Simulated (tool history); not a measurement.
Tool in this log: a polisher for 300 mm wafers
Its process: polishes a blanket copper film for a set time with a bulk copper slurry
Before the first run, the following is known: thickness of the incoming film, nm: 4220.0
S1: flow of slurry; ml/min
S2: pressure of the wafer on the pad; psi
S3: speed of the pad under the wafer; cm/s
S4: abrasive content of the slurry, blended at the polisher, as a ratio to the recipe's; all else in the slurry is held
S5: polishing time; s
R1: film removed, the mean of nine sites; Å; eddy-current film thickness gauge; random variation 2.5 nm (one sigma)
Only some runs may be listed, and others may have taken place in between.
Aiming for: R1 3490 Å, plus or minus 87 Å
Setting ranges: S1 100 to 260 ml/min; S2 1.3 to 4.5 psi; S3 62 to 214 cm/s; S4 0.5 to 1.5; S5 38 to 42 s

run	hour	S1	S2	S3	S4	S5	R1
1	0	165	2.9	138	1	42	6330.4
2	0.6	135	2.9	138	1	42	6054.2
3	4	135	2.9	138	0.8	42	5786.2
4	4.9	130	2.5	138	0.8	42	5120.2
5	8.5	130	3.1	138	0.8	42	6087.6
6	16.9	125	2.6	138	0.8	42	5237.1
7	18.7	120	2.2	138	0.8	42	4470.8
8	22.2	115	2	138	0.8	42	4155.8
9	30.1	110	1.9	138	0.8	42	3883.5
10	32.8	110	1.8	138	0.8	42	3744.3

Pick the move, out of 5, that brings all results within their allowed miss; only one does.
A	35.5	130	2	114	0.95	42	?
B	35.5	120	1.8	138	0.75	42	?
C	35.5	100	2.1	128	0.85	38	?
D	35.5	115	2.2	128	0.7	38	?
E	35.5	115	1.8	134	0.95	41	?

move	R1
A	3609.8
B	3748.4
C	3519.9
D	3641.3
E	3687.5
A: closer than the last run, but not yet in spec
B: neither nearer nor further off than the last run
C: every result lands within tolerance
D: closer than the last run, but not yet in spec
E: closer than the last run, but not yet in spec
The right move is C.

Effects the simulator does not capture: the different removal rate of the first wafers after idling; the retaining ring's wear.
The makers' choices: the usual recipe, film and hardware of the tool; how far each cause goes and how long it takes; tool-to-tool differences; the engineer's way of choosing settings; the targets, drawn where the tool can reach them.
